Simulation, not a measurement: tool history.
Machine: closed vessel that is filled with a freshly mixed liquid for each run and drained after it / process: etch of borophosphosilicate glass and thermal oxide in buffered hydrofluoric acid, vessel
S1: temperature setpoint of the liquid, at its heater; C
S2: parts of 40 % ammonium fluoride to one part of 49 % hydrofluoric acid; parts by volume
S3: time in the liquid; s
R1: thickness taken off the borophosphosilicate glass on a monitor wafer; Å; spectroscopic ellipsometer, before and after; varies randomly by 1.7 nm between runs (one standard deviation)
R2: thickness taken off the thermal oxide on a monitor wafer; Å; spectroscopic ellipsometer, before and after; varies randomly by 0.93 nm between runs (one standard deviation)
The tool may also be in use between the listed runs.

run  hour    S1   S2  S3      R1      R2
  1     0    21  9.5  60  1023.8  634.24
  2   3.1    22    9  60  1112.2  687.76
  3  11.9    23  8.5  60  1257.1  778.26
  4  18.7  23.5    8  60  1394.8  858.86
  5  19.5    24    8  60  1432.5  874.54
  6  26.1  24.5    8  60  1474.6  903.71
  7  29.5    25    8  60  1517.6  913.67
  8  30.4  25.5  7.5  60  1679.1  1013.2
  9  33.1    26  7.5  60  1677.4  1051.1

Run 10 comes next. What will it give?
 10    36  26.5  7.5  60   ?   ?

R1: 1720 Å
R2: 1071.8 Å
